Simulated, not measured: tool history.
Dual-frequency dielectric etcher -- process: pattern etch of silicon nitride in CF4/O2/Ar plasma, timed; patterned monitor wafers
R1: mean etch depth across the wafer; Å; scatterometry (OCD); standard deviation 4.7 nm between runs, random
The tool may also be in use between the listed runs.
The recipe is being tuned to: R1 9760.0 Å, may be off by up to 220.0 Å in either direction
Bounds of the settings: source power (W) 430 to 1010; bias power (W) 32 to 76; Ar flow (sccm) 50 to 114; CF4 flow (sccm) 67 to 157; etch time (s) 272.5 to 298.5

{"run": 1, "hour": 0.0, "source power (W)": 720, "bias power (W)": 54, "Ar flow (sccm)": 82, "CF4 flow (sccm)": 112, "etch time (s)": 298.5, "R1": 7812.9}
{"run": 2, "hour": 6.4, "source power (W)": 760, "bias power (W)": 54, "Ar flow (sccm)": 82, "CF4 flow (sccm)": 112, "etch time (s)": 298.5, "R1": 8085.1}
{"run": 3, "hour": 7.8, "source power (W)": 760, "bias power (W)": 54, "Ar flow (sccm)": 91, "CF4 flow (sccm)": 112, "etch time (s)": 298.5, "R1": 8015.2}
{"run": 4, "hour": 10.2, "source power (W)": 760, "bias power (W)": 54, "Ar flow (sccm)": 91, "CF4 flow (sccm)": 95, "etch time (s)": 298.5, "R1": 7788.0}
{"run": 5, "hour": 16.2, "source power (W)": 760, "bias power (W)": 61, "Ar flow (sccm)": 91, "CF4 flow (sccm)": 95, "etch time (s)": 298.5, "R1": 8251.3}
{"run": 6, "hour": 22.7, "source power (W)": 790, "bias power (W)": 61, "Ar flow (sccm)": 91, "CF4 flow (sccm)": 95, "etch time (s)": 298.5, "R1": 8534.7}
{"run": 7, "hour": 29.7, "source power (W)": 810, "bias power (W)": 61, "Ar flow (sccm)": 91, "CF4 flow (sccm)": 95, "etch time (s)": 298.5, "R1": 8739.7}
{"run": 8, "hour": 32.8, "source power (W)": 830, "bias power (W)": 61, "Ar flow (sccm)": 91, "CF4 flow (sccm)": 95, "etch time (s)": 298.5, "R1": 8799.0}
{"run": 9, "hour": 40.0, "source power (W)": 830, "bias power (W)": 61, "Ar flow (sccm)": 91, "CF4 flow (sccm)": 95, "etch time (s)": 298.5, "R1": 8943.5}

Exercise: of the 4 proposed moves below, exactly one satisfies all targets within the stated allowed misses. Which move is it?
{"run": "A", "hour": 47.2, "source power (W)": 840, "bias power (W)": 59, "Ar flow (sccm)": 96, "CF4 flow (sccm)": 108, "etch time (s)": 298.5, "R1": "?"}
{"run": "B", "hour": 47.2, "source power (W)": 910, "bias power (W)": 64, "Ar flow (sccm)": 88, "CF4 flow (sccm)": 94, "etch time (s)": 295.0, "R1": "?"}
{"run": "C", "hour": 47.2, "source power (W)": 720, "bias power (W)": 65, "Ar flow (sccm)": 82, "CF4 flow (sccm)": 94, "etch time (s)": 294.0, "R1": "?"}
{"run": "D", "hour": 47.2, "source power (W)": 870, "bias power (W)": 65, "Ar flow (sccm)": 95, "CF4 flow (sccm)": 103, "etch time (s)": 285.0, "R1": "?"}

move=A R1=9046.7
move=B R1=9768.6
move=C R1=8030.8
move=D R1=9243.4
A: gains on the last run, yet a result remains outside its allowed miss
B: all results in spec
C: moves away from the targets compared with the last run
D: gains on the last run, yet a result remains outside its allowed miss
B meets every target.
